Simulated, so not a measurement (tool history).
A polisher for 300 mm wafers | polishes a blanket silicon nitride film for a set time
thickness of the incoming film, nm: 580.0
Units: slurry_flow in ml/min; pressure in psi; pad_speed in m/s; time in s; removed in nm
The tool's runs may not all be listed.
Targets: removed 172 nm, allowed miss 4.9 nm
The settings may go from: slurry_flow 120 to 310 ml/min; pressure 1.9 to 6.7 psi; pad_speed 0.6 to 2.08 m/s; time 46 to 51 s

run    day  slurry_flow  pressure  pad_speed  time  removed
  1      0          200       4.3       1.34    51   141.95
  2  0.308          155       4.3       1.34    51   135.42
  3  0.446          155       3.4       1.34    51   118.72
  4  0.738          165       3.9       1.34    51   130.08
  5  1.004          165       3.9       1.04    51   105.93
  6  1.321          165       3.9       0.72    51   78.357
  7  1.679          170       4.7        0.8    51    95.98
  8  2.033          180       5.2       0.88    51   111.86
  9  2.054          190       5.6       0.94    51   127.36
 10  2.221          200       5.9       0.98    51   135.26
 11  2.567          200       6.1       1.02    51   142.81
 12  2.871          205       6.3       1.06    51   151.66
 13  3.017          205       6.4       1.08    51   158.22
 14  3.142          205       6.5        1.1    51   162.08
 15    3.2          225       6.7        1.1    51   165.21

Which of these 4 next moves meets every target?
  A  3.258          245       6.2       1.28    46        ?
  B  3.258          180       6.6       1.32    47        ?
  C  3.258          215       6.7        1.1    50        ?
  D  3.258          205       6.5        1.1    51        ?

move  removed
   A   160.18
   B   169.23
   C   160.96
   D    159.6
A: further off than the last run
B: meets every target
C: further off than the last run
D: further off than the last run
Answer: B

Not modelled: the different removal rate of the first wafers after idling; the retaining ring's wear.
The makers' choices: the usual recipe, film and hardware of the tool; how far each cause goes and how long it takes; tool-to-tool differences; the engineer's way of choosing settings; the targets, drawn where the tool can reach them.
